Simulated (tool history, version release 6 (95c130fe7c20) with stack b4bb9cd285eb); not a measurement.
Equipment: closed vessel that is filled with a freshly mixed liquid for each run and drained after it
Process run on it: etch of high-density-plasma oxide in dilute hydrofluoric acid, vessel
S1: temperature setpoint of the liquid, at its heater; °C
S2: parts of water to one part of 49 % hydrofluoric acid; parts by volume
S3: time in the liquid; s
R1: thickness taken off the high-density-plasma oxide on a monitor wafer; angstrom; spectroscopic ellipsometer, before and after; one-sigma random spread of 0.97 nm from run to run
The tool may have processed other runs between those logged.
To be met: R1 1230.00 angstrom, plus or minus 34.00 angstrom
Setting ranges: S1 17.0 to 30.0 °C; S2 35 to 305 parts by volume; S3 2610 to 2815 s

Run 1, hour 0.0: S1 22.0 °C, S2 170 parts by volume, S3 2610 s. Result: R1 686.26 angstrom.
Run 2, hour 5.3: S1 23.5 °C, S2 160 parts by volume, S3 2610 s. Result: R1 785.83 angstrom.
Run 3, hour 14.6: S1 23.5 °C, S2 160 parts by volume, S3 2815 s. Result: R1 850.78 angstrom.
Run 4, hour 18.0: S1 23.5 °C, S2 110 parts by volume, S3 2815 s. Result: R1 1312.30 angstrom.
Run 5, hour 25.5: S1 23.0 °C, S2 110 parts by volume, S3 2815 s. Result: R1 1267.40 angstrom.
Run 6, hour 32.5: S1 23.0 °C, S2 55 parts by volume, S3 2815 s. Result: R1 2752.80 angstrom.
Run 7, hour 36.1: S1 22.5 °C, S2 70 parts by volume, S3 2815 s. Result: R1 2050.60 angstrom.
Run 8, hour 37.6: S1 21.5 °C, S2 75 parts by volume, S3 2815 s. Result: R1 1819.50 angstrom.
Run 9, hour 39.6: S1 20.5 °C, S2 80 parts by volume, S3 2815 s. Result: R1 1660.80 angstrom.
Run 10, hour 43.1: S1 17.0 °C, S2 105 parts by volume, S3 2810 s. Result: R1 1061.20 angstrom.

Consider the 5 candidate settings below. Which is the only one whose results all fall within their allowed miss of target?
Run A, hour 46.6: S1 20.5 °C, S2 95 parts by volume, S3 2795 s. Result: R1 ?.
Run B, hour 46.6: S1 18.5 °C, S2 85 parts by volume, S3 2610 s. Result: R1 ?.
Run C, hour 46.6: S1 17.0 °C, S2 85 parts by volume, S3 2625 s. Result: R1 ?.
Run D, hour 46.6: S1 19.0 °C, S2 130 parts by volume, S3 2700 s. Result: R1 ?.
Run E, hour 46.6: S1 18.5 °C, S2 90 parts by volume, S3 2805 s. Result: R1 ?.

move       R1
   A  1346.00
   B  1307.40
   C  1234.10
   D   860.24
   E  1319.70
A: the result that was furthest off in the last run now lies on the other side of its target
B: the result that was furthest off in the last run now lies on the other side of its target
C: each result inside its tolerance
D: the biggest miss grows against the last run
E: the result that was furthest off in the last run now lies on the other side of its target
The move that meets every target is C.
